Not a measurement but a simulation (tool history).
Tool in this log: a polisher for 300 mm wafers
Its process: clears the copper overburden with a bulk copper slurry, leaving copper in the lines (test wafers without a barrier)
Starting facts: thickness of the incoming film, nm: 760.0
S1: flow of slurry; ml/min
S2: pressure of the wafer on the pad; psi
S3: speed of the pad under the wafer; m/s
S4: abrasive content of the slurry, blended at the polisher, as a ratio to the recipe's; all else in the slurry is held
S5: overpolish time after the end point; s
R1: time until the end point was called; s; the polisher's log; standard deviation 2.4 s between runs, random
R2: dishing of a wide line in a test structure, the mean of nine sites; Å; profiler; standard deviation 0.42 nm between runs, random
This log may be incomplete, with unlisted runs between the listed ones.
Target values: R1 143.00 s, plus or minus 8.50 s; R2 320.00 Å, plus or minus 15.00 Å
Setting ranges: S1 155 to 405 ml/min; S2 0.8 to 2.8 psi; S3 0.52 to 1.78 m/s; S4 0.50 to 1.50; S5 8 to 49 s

run  hour   S1   S2    S3    S4  S5      R1      R2
  1   0.0  260  1.8  1.14  1.00  25  108.74  586.14
  2   2.9  260  1.6  1.20  1.00  21  110.35  552.63
  3  10.0  260  1.2  1.20  1.00  21  136.04  464.02
  4  13.5  275  1.1  1.18  1.10  18  139.63  424.78
  5  19.7  275  0.8  1.18  1.10  18  170.03  362.85
  6  23.5  275  0.8  0.92  1.10  18  215.37  305.54
  7  30.9  305  0.9  0.94  1.20  16  194.97  309.82
     38.3  -- slurry blender recalibrated
  8  38.3  320  1.0  0.94  1.25  14  162.99  330.24
  9  43.4  350  1.0  1.04  1.20   8  147.99  237.11

Of the 4 settings listed for the next run, only one would bring every result within its allowed miss of target. Which one?
  A  48.5  335  0.9  1.00  1.20  14   ?   ?
  B  48.5  345  0.8  1.04  1.50  17   ?   ?
  C  48.5  405  0.8  1.06  1.40  14   ?   ?
  D  48.5  345  0.9  1.10  1.50  12   ?   ?

move      R1      R2
   A  161.14  316.01
   B  156.27  357.03
   C  154.82  320.26
   D  138.37  315.65
A: brings the result that was furthest off to its target, and leaves another outside
B: takes the result that was furthest off past its target
C: brings the result that was furthest off to its target, and leaves another outside
D: all results land within tolerance of their targets
The right move is D.
